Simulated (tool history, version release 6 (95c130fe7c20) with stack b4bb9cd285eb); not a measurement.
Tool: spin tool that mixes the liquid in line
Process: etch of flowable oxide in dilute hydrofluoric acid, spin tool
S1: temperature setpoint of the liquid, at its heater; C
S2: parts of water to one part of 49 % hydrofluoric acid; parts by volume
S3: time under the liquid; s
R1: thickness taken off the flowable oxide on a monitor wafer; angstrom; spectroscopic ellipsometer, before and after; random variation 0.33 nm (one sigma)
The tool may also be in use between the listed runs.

run,day,S1,S2,S3,R1
1,0,21,245,265,313.66
2,0.167,19,245,265,290.41
3,0.288,19,305,265,222.85
4,0.4,21.5,260,265,296.01
5,0.458,21.5,225,265,352.93
6,0.733,20,225,265,335.17
7,0.817,22,200,265,418.83
8,0.942,23.5,185,265,486.81
9,1.217,25,175,265,552.7
10,1.242,26,170,265,590.8
11,1.267,26.5,165,265,619.16
12,1.321,27,160,265,661.12

Forecast run 13:
13,1.354,27.5,160,265,?

R1: 669.76 angstrom
